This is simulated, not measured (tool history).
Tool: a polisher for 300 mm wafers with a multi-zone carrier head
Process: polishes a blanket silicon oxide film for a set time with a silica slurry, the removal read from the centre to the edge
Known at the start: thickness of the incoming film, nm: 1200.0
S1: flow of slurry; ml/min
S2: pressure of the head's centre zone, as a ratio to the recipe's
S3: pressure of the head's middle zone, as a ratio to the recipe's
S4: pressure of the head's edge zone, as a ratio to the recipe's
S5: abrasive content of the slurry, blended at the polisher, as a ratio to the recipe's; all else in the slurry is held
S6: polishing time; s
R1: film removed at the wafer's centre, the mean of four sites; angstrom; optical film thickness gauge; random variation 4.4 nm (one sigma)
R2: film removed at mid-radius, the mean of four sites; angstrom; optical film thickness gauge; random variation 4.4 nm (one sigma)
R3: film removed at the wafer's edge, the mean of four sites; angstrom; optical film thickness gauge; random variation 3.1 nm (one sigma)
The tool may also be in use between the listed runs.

run	hour	S1	S2	S3	S4	S5	S6	R1	R2	R3
1	0	265	1	1	1	1	71	2217	2186.7	2221.3
2	5.3	265	0.92	1	1	1	71	2031.8	2205.8	2234.5
3	11.2	265	0.92	1	1	1	62	1819.3	1946.1	1936.9
4	15.2	210	0.92	1	1	1	62	1718	1874.2	1908.9
5	20.4	250	0.92	1	1	1	62	1767.6	1899.8	1945.5
6	28.4	320	0.92	1	1	1	62	1805.5	1945.8	1983.2
7	33.3	325	0.96	1	1.02	1.1	66	2130.2	2210.4	2244.8
8	35.8	330	0.99	0.99	1.04	1.2	68	2330.8	2317.7	2414.5
9	44.5	330	0.99	0.99	1.04	1.2	68	2407.9	2376.3	2458.5
10	52.9	335	1.01	0.99	1.06	1.25	70	2528.8	2473.1	2557.2
11	55.9	340	1.03	0.98	1.07	1.3	72	2766.9	2548.1	2749
12	63.6	345	1.04	0.99	1.08	1.35	74	2846.4	2741.2	2827
13	72.2	345	1.04	0.99	1.08	1.35	74	2847.8	2690.5	2835
14	78.3	345	1.04	0.99	1.08	1.35	74	2876.8	2691.3	2837.4
15	80.4	350	1.05	0.99	1.09	1.4	76	3007.5	2827.8	2948.6
16	84.8	355	1.06	0.99	1.1	1.4	77	3082.7	2889.8	2978.7
17	93.6	355	1.06	0.98	1.1	1.4	78	3160.4	2870.9	3101.4
18	98.4	360	1.07	0.98	1.1	1.4	79	3298.7	2908.2	3099.2
19	106.6	360	1.07	0.98	1.11	1.4	80	3271.5	2937.4	3200
20	108.5	360	1.08	0.98	1.12	1.4	80	3261.8	2971.8	3132.4

Forecast run 21:
21	113.7	360	1.08	0.98	1.12	1.4	81	?	?	?

Run 21 gave R1 3380.3 angstrom, R2 3024.9 angstrom, R3 3244.5 angstrom.
